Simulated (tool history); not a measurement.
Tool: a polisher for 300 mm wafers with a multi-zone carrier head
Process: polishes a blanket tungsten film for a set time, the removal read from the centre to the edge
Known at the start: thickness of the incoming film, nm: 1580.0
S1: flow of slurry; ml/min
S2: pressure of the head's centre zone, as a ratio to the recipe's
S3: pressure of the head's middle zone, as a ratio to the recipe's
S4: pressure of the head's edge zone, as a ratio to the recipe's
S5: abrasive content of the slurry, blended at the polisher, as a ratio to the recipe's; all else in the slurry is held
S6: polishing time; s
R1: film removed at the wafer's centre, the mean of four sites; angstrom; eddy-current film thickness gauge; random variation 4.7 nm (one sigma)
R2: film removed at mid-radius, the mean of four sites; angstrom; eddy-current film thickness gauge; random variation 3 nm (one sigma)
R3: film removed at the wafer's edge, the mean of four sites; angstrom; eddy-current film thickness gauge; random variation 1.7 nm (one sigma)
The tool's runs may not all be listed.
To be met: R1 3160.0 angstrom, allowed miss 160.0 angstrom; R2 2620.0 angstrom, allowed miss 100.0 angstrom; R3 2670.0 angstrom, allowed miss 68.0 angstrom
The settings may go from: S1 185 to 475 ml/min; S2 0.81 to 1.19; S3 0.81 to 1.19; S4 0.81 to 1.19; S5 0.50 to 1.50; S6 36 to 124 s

| run | hour | S1 | S2 | S3 | S4 | S5 | S6 | R1 | R2 | R3 |
|---|---|---|---|---|---|---|---|---|---|---|
| 1 | 0.0 | 305 | 1.00 | 1.00 | 1.00 | 1.00 | 79 | 6075.1 | 5634.9 | 5725.8 |
| 2 | 1.8 | 275 | 1.00 | 1.00 | 1.00 | 1.00 | 79 | 5880.3 | 5378.6 | 5620.3 |
| 3 | 9.0 | 270 | 1.02 | 0.98 | 0.95 | 0.85 | 65 | 4716.9 | 4333.3 | 4404.3 |
| 4 | 17.1 | 220 | 1.02 | 0.98 | 0.95 | 0.85 | 65 | 4680.3 | 4198.9 | 4396.0 |
| 5 | 21.7 | 230 | 1.05 | 0.96 | 0.92 | 0.75 | 55 | 4114.3 | 3482.0 | 3583.3 |
| 6 | 26.5 | 300 | 1.05 | 0.96 | 0.92 | 0.75 | 55 | 4136.5 | 3533.2 | 3610.9 |
| 7 | 28.8 | 300 | 1.05 | 0.95 | 0.90 | 0.65 | 51 | 3759.3 | 3148.5 | 3258.9 |
| 8 | 33.8 | 295 | 1.04 | 0.94 | 0.81 | 0.50 | 42 | 2904.6 | 2496.3 | 2432.5 |
| 9 | 37.1 | 295 | 1.05 | 0.94 | 0.84 | 0.50 | 42 | 3024.7 | 2489.1 | 2487.2 |
| 10 | 45.2 | 300 | 1.05 | 0.95 | 0.86 | 0.50 | 42 | 2982.3 | 2499.5 | 2484.4 |
| 11 | 47.1 | 305 | 1.07 | 0.95 | 0.93 | 0.70 | 43 | 3316.2 | 2692.0 | 2807.8 |
|  | 48.1 | centre zone pressure recalibrated |
| 12 | 48.1 | 305 | 1.07 | 0.95 | 0.92 | 0.65 | 43 | 3090.6 | 2746.8 | 2729.9 |

Which of these 4 next moves meets every target?
| A | 49.1 | 335 | 1.11 | 0.95 | 0.88 | 0.60 | 43 | ? | ? | ? |
| B | 49.1 | 390 | 1.10 | 1.00 | 0.88 | 0.70 | 43 | ? | ? | ? |
| C | 49.1 | 255 | 1.04 | 0.84 | 0.84 | 0.85 | 44 | ? | ? | ? |
| D | 49.1 | 310 | 1.09 | 1.01 | 0.92 | 0.75 | 43 | ? | ? | ? |

| move | R1 | R2 | R3 |
|---|---|---|---|
| A | 3076.7 | 2654.1 | 2678.7 |
| B | 3166.3 | 2873.0 | 2769.8 |
| C | 3061.5 | 2557.7 | 2813.5 |
| D | 3121.4 | 2886.6 | 2826.7 |
A: meets every target
B: further off than the last run
C: brings the result that was furthest off to its target, and leaves another outside
D: further off than the last run
Move A is the one to make.
